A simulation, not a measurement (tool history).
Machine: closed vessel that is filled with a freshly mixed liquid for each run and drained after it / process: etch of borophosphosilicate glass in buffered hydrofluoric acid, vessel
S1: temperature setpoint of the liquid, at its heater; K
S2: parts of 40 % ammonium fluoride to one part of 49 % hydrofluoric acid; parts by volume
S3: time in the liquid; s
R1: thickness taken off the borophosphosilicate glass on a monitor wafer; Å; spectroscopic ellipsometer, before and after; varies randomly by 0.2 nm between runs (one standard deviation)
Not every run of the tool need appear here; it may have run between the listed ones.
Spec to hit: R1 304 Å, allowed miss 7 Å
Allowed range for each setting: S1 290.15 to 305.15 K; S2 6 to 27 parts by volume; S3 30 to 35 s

run,day,S1,S2,S3,R1
1,0,297.15,16.5,35,481.57
2,0.233,294.65,17,35,405.69
3,0.288,294.65,17,30,346.75
4,0.542,294.15,17,30,337.98
5,0.692,293.65,17,30,330.42
6,0.712,293.65,20,30,277.43
7,0.942,294.15,20,30,288.5
8,1.046,294.65,20,30,296.53

4 candidate next runs follow, results not yet known. Just one meets every target within its allowed miss. Identify it.
A,1.15,295.15,21.5,30,?
B,1.15,295.65,21,30,?
C,1.15,290.15,16.5,30,?
D,1.15,296.65,25,30,?

move,R1
A,289.31
B,302.22
C,278.62
D,282.93
A: moves away from the targets compared with the last run
B: every result lands within tolerance
C: moves away from the targets compared with the last run
D: moves away from the targets compared with the last run
Go with B: it meets all targets.
